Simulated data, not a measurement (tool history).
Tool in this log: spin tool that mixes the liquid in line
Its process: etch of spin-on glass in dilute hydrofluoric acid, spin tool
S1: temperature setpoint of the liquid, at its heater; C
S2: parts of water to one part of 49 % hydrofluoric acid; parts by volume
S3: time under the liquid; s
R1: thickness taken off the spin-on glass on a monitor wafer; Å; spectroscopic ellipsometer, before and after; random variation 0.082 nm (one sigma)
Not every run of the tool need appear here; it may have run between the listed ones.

| run | hour | S1 | S2 | S3 | R1 |
|---|---|---|---|---|---|
| 1 | 0.0 | 22.0 | 220 | 170 | 179.29 |
| 2 | 4.0 | 24.5 | 215 | 170 | 202.02 |
| 3 | 10.3 | 26.0 | 210 | 170 | 219.81 |
| 4 | 15.4 | 27.0 | 205 | 170 | 234.91 |
|  | 20.8 | hydrofluoric acid flow meter replaced |
| 5 | 20.8 | 27.0 | 150 | 170 | 362.62 |
| 6 | 26.5 | 27.0 | 210 | 170 | 242.45 |
| 7 | 33.9 | 27.5 | 210 | 170 | 247.16 |
| 8 | 39.4 | 28.0 | 210 | 170 | 249.09 |

Run 9 is up next; what results do you expect?
| 9 | 40.1 | 28.5 | 210 | 170 | ? |

Run 9 came out at R1 255.56 Å.
